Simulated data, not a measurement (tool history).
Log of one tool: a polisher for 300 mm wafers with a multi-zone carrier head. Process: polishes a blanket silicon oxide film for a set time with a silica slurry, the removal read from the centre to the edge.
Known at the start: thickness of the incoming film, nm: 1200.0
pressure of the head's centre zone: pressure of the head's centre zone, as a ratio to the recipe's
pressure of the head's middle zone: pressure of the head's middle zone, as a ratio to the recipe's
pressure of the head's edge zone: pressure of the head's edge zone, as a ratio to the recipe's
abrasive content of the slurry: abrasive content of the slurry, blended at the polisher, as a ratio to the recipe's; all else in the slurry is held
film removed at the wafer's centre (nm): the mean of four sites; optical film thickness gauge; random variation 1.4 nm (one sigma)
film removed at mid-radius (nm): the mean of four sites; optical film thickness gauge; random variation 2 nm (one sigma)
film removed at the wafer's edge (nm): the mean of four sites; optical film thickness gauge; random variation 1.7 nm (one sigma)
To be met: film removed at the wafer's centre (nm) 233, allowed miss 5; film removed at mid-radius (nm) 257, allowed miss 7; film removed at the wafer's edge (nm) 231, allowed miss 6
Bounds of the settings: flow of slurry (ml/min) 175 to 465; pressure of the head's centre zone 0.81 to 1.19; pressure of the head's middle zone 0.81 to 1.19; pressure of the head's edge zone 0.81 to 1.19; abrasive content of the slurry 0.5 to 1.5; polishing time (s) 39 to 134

| run | hour | flow of slurry (ml/min) | pressure of the head's centre zone | pressure of the head's middle zone | pressure of the head's edge zone | abrasive content of the slurry | polishing time (s) | film removed at the wafer's centre (nm) | film removed at mid-radius (nm) | film removed at the wafer's edge (nm) |
|---|---|---|---|---|---|---|---|---|---|---|
| 1 | 0 | 295 | 1 | 1 | 1 | 1 | 86 | 321.23 | 320.13 | 318.78 |
| 2 | 6.8 | 295 | 0.98 | 1 | 0.96 | 0.9 | 86 | 302.35 | 303.9 | 290.44 |
| 3 | 12.6 | 285 | 0.94 | 0.99 | 0.93 | 0.85 | 86 | 275.66 | 286.69 | 277.24 |
| 4 | 17.3 | 285 | 0.94 | 0.99 | 0.93 | 0.85 | 105 | 339.67 | 350.16 | 340.77 |
| 5 | 21 | 285 | 0.94 | 0.99 | 0.93 | 0.85 | 118 | 384.18 | 392.25 | 379.72 |
| 6 | 27.8 | 285 | 0.93 | 0.99 | 0.91 | 0.75 | 112 | 334.81 | 347.04 | 329.75 |
| 7 | 36.2 | 285 | 0.92 | 0.99 | 0.89 | 0.7 | 109 | 308.1 | 325.76 | 308.43 |
| 8 | 38.8 | 290 | 0.92 | 0.99 | 0.87 | 0.65 | 106 | 286.44 | 307.57 | 284.2 |
| 9 | 45.7 | 295 | 0.92 | 0.99 | 0.86 | 0.6 | 104 | 266.74 | 282.82 | 260.2 |
| 10 | 50.6 | 310 | 0.87 | 0.99 | 0.81 | 0.5 | 102 | 221.56 | 245.7 | 222.48 |
| 11 | 52.8 | 310 | 0.88 | 0.99 | 0.82 | 0.5 | 102 | 220.38 | 241.79 | 224.11 |

Which of these 4 next moves meets every target?
| A | 55 | 270 | 0.83 | 1.13 | 0.81 | 0.55 | 92 | ? | ? | ? |
| B | 55 | 330 | 0.88 | 1 | 0.81 | 0.65 | 89 | ? | ? | ? |
| C | 55 | 335 | 0.87 | 1.03 | 0.83 | 0.5 | 103 | ? | ? | ? |
| D | 55 | 370 | 0.95 | 1.07 | 0.81 | 0.5 | 96 | ? | ? | ? |

| move | film removed at the wafer's centre (nm) | film removed at mid-radius (nm) | film removed at the wafer's edge (nm) |
|---|---|---|---|
| A | 200.89 | 261.51 | 209.24 |
| B | 235.24 | 260.98 | 231.02 |
| C | 224.49 | 257.99 | 224.95 |
| D | 229.36 | 250.5 | 208.75 |
A: further off than the last run
B: meets every target
C: nearer than the last run, and not there yet
D: brings the result that was furthest off to its target, and leaves another outside
The right move is B.
